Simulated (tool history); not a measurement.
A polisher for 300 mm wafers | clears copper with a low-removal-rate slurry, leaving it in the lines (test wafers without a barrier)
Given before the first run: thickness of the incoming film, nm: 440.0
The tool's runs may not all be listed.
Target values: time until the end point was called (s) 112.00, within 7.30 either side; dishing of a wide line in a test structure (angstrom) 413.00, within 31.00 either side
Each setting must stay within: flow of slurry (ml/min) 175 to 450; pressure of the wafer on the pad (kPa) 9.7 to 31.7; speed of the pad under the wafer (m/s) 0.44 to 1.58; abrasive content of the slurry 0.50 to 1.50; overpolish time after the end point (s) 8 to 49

run,hour,flow of slurry (ml/min),pressure of the wafer on the pad (kPa),speed of the pad under the wafer (m/s),abrasive content of the slurry,overpolish time after the end point (s),time until the end point was called (s),dishing of a wide line in a test structure (angstrom)
1,0.0,290,20.7,1.00,1.00,25,129.16,530.26
2,3.8,325,20.7,1.00,1.00,25,128.58,509.88
3,11.5,325,20.7,1.00,1.15,25,127.64,517.51
4,16.0,330,21.4,1.00,1.15,22,125.62,490.16
5,22.9,295,21.4,1.00,1.15,22,124.52,508.94
# hour 26.8: worn pad replaced by a new one
6,26.8,300,22.1,1.02,1.15,19,105.87,498.39
7,29.6,305,21.4,1.02,1.15,18,111.45,476.59
8,33.3,305,21.4,1.02,1.15,13,111.05,347.68

Consider the 5 candidate settings below. Which is the only one whose results all fall within their allowed miss of target?
A,37.0,290,22.1,1.00,1.15,11,?,?
B,37.0,290,20.7,1.04,1.15,10,?,?
C,37.0,275,24.8,0.86,1.35,10,?,?
D,37.0,370,24.1,0.82,1.35,16,?,?
E,37.0,320,23.4,0.90,1.30,11,?,?

move,time until the end point was called (s),dishing of a wide line in a test structure (angstrom)
A,107.38,302.59
B,110.06,271.14
C,106.94,279.83
D,112.28,405.35
E,107.78,302.21
A: further off than the last run
B: further off than the last run
C: further off than the last run
D: all results in spec
E: further off than the last run
So the answer is move D, the one that meets all the targets.

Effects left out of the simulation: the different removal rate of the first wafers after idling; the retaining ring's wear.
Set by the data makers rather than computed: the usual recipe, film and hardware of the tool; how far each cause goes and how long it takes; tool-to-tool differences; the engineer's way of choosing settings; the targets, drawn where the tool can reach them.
